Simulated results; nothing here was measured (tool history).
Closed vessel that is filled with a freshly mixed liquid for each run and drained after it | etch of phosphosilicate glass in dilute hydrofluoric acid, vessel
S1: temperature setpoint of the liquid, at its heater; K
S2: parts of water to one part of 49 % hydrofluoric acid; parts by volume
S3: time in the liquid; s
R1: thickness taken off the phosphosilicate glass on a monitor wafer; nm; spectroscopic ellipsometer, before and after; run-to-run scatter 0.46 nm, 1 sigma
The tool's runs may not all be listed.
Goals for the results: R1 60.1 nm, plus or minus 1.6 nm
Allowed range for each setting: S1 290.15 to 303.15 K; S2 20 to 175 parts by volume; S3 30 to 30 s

run  hour      S1  S2  S3      R1
  1     0  295.15  95  30  18.113
  2   9.2  295.15  70  30  25.036
  3  14.3  297.15  60  30  32.408
  4  18.9  297.15  80  30  23.665
  5    24  297.15  80  30  23.625
  6  29.2  298.65  65  30  31.644
  7  35.2  299.65  55  30  38.903
  8  37.2  300.65  50  30  45.083
  9  41.5  301.15  45  30   51.49
 10  43.7  301.65  45  30  52.772
 11  46.6  302.15  45  30  54.344
 12  53.4  303.15  40  30  63.246
 13  55.2  302.65  40  30  62.213

Pick the move, out of 5, that brings all results within their allowed miss; only one does.
  A    57  300.15  40  30   ?
  B    57  303.15  40  30   ?
  C    57  302.65  45  30   ?
  D    57  303.15  45  30   ?
  E    57  298.15  35  30   ?

move      R1
   A  56.245
   B  63.431
   C  54.853
   D  55.947
   E  59.645
A: takes the biggest miss from the last run beyond its target
B: further off than the last run
C: takes the biggest miss from the last run beyond its target
D: takes the biggest miss from the last run beyond its target
E: meets every target
Answer: E
